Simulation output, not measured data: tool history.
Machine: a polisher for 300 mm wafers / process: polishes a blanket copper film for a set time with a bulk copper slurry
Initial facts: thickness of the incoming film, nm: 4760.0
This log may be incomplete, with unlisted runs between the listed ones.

run	hour	flow of slurry (ml/min)	pressure of the wafer on the pad (psi)	speed of the pad under the wafer (m/s)	abrasive content of the slurry	polishing time (s)	film removed (angstrom)
1	0.0	145	3.4	1.38	1.0	86	13536
2	7.8	145	4.1	1.38	1.0	86	16378
3	14.9	145	3.7	1.36	1.0	86	14419
4	21.0	145	3.4	1.36	1.0	86	13171
5	26.8	145	3.2	1.36	1.0	86	12780
6	32.5	145	4.0	1.36	1.0	86	16097

Run 7, settings as shown, results not yet in. Your forecast:
7	33.3	145	3.7	1.34	1.0	86	?

Run 7 yielded film removed (angstrom) 14271.
